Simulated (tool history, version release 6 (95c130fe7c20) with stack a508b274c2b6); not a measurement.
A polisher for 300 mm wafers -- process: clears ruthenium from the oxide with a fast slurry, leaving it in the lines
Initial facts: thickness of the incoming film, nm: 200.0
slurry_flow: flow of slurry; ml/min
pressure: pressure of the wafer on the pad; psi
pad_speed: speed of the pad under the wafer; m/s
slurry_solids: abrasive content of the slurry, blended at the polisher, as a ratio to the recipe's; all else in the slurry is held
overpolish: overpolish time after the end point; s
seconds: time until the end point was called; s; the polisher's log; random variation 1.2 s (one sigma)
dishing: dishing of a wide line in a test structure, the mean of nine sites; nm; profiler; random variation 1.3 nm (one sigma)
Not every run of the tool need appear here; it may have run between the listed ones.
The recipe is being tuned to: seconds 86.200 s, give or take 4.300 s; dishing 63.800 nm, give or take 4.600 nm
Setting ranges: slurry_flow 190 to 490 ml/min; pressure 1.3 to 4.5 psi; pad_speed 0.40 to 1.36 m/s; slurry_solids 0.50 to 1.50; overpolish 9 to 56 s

{"run": 1, "hour": 0.0, "slurry_flow": 315, "pressure": 2.9, "pad_speed": 0.88, "slurry_solids": 1.0, "overpolish": 29, "seconds": 60.222, "dishing": 68.602}
{"run": 2, "hour": 6.6, "slurry_flow": 315, "pressure": 3.3, "pad_speed": 0.88, "slurry_solids": 1.0, "overpolish": 29, "seconds": 54.881, "dishing": 72.237}
{"run": 3, "hour": 8.8, "slurry_flow": 315, "pressure": 2.8, "pad_speed": 0.86, "slurry_solids": 1.0, "overpolish": 31, "seconds": 60.886, "dishing": 68.816}
{"run": 4, "hour": 12.5, "slurry_flow": 315, "pressure": 2.8, "pad_speed": 0.86, "slurry_solids": 1.0, "overpolish": 21, "seconds": 62.548, "dishing": 49.403}
{"run": 5, "hour": 13.7, "slurry_flow": 315, "pressure": 2.4, "pad_speed": 0.84, "slurry_solids": 1.0, "overpolish": 27, "seconds": 71.465, "dishing": 53.001}
{"hour": 15.3, "done": "worn pad replaced by a new one"}
{"run": 6, "hour": 15.3, "slurry_flow": 315, "pressure": 2.4, "pad_speed": 0.84, "slurry_solids": 0.8, "overpolish": 27, "seconds": 70.831, "dishing": 54.817}
{"run": 7, "hour": 22.2, "slurry_flow": 315, "pressure": 2.2, "pad_speed": 0.84, "slurry_solids": 0.8, "overpolish": 31, "seconds": 75.586, "dishing": 59.634}
{"run": 8, "hour": 22.8, "slurry_flow": 315, "pressure": 1.7, "pad_speed": 0.84, "slurry_solids": 0.8, "overpolish": 37, "seconds": 92.616, "dishing": 60.095}

Consider the 4 candidate settings below. Which is the only one whose results all fall within their allowed miss of target?
{"run": "A", "hour": 23.4, "slurry_flow": 315, "pressure": 1.8, "pad_speed": 0.92, "slurry_solids": 0.65, "overpolish": 39, "seconds": "?", "dishing": "?"}
{"run": "B", "hour": 23.4, "slurry_flow": 275, "pressure": 1.9, "pad_speed": 0.7, "slurry_solids": 0.75, "overpolish": 45, "seconds": "?", "dishing": "?"}
{"run": "C", "hour": 23.4, "slurry_flow": 375, "pressure": 1.3, "pad_speed": 0.84, "slurry_solids": 0.85, "overpolish": 37, "seconds": "?", "dishing": "?"}
{"run": "D", "hour": 23.4, "slurry_flow": 285, "pressure": 2.3, "pad_speed": 0.56, "slurry_solids": 0.75, "overpolish": 42, "seconds": "?", "dishing": "?"}

move=A seconds=85.055 dishing=62.255
move=B seconds=99.408 dishing=61.604
move=C seconds=102.910 dishing=50.786
move=D seconds=102.900 dishing=56.541
A: all results in spec
B: the biggest miss grows against the last run
C: the biggest miss grows against the last run
D: the biggest miss grows against the last run
Correct choice: A, which meets every target

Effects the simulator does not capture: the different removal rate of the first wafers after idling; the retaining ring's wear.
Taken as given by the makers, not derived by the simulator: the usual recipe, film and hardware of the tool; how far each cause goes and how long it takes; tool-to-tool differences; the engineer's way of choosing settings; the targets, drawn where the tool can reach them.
